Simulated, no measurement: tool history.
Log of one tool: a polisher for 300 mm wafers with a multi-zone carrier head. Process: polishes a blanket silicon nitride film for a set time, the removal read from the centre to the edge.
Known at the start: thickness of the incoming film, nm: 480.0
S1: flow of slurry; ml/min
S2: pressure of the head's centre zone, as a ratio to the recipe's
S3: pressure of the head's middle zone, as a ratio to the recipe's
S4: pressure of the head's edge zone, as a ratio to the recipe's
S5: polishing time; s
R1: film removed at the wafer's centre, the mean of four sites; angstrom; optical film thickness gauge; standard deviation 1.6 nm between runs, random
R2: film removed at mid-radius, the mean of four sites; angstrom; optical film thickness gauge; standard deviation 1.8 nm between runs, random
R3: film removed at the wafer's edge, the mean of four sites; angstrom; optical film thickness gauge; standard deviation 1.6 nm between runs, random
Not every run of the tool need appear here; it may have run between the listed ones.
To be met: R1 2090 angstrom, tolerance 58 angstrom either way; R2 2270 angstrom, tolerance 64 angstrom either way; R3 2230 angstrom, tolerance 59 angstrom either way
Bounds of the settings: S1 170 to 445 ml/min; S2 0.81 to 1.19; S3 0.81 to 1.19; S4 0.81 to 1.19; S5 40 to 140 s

run,hour,S1,S2,S3,S4,S5,R1,R2,R3
1,0,285,1,1,1,90,1840.6,1870.6,1879.9
2,3.5,285,1,0.92,1,90,1847.7,1740,1908.4
3,5.6,285,1,0.92,1,74,1510.3,1445.7,1551.7
4,13.6,285,0.96,0.92,1,74,1447.2,1438.2,1556.4
5,20.2,285,0.93,0.92,1,74,1388.8,1445.3,1572.7
6,26.7,290,0.94,0.95,1.02,78,1497.6,1546,1661.4
7,31,295,0.95,0.98,1.04,82,1580.3,1686.5,1754.5
8,32.2,300,0.96,1,1.06,85,1659.2,1758.3,1844.2
9,37.5,305,0.97,1.02,1.08,87,1753.9,1865.5,1902.5
10,43.2,305,0.97,1.02,1.08,87,1742.9,1819.9,1903
11,47.5,310,0.98,1.04,1.09,89,1810.2,1878.6,1976.6
12,56.1,315,0.98,1.06,1.1,90,1830.3,1967.8,2002.5
13,65,320,0.99,1.08,1.11,91,1861.1,1991.9,2033.6
# hour 66.5: slurry nozzle cleaned
14,66.5,325,1,1.1,1.12,92,1948.2,2092.3,2121.6
15,71.1,335,1,1.11,1.12,92,1971.1,2114.3,2125.3
16,75.7,345,1,1.12,1.12,92,1992.1,2155.7,2117.5
17,82.6,355,1,1.12,1.13,92,1994.3,2134.5,2129.3

Consider the 4 candidate settings below. Which is the only one whose results all fall within their allowed miss of target?
A,89.5,290,1.04,1.16,1.18,96,?,?,?
B,89.5,395,1.08,1.13,0.98,94,?,?,?
C,89.5,390,0.98,1.16,1.11,99,?,?,?
D,89.5,350,0.99,1.01,1.19,96,?,?,?

move,R1,R2,R3
A,2112.1,2275,2223.1
B,2216.9,2249.6,2028.5
C,2115.2,2412.8,2269.2
D,2049.9,2102.1,2268.8
A: all results land within tolerance of their targets
B: the furthest-off result lands on target, but another misses its tolerance
C: pushes the last run's worst result past its target
D: further off than the last run
Go with A: it meets all targets.

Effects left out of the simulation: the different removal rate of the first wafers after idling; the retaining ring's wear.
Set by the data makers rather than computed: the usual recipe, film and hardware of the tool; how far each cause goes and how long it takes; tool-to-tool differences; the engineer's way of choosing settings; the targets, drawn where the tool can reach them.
